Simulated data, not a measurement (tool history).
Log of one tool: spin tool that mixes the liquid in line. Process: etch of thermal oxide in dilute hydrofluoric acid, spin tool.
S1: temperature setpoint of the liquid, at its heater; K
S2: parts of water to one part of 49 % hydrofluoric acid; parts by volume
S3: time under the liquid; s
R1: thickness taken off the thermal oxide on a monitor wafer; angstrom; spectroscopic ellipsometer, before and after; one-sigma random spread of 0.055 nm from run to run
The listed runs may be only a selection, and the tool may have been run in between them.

run 1 day=0.000 | S1=295.15 S2=155 S3=280 | R1=83.001
run 2 day=0.275 | S1=294.65 S2=155 S3=280 | R1=81.488
run 3 day=0.633 | S1=296.65 S2=155 S3=280 | R1=87.453
run 4 day=0.921 | S1=295.65 S2=155 S3=280 | R1=83.836
run 5 day=1.000 | S1=295.15 S2=155 S3=280 | R1=83.487
run 6 day=1.067 | S1=295.15 S2=155 S3=280 | R1=82.108

Run 7 has not been measured yet. What should we expect?
run 7 day=1.379 | S1=294.65 S2=155 S3=280 | R1=?

Run 7 measured R1 81.480 angstrom.
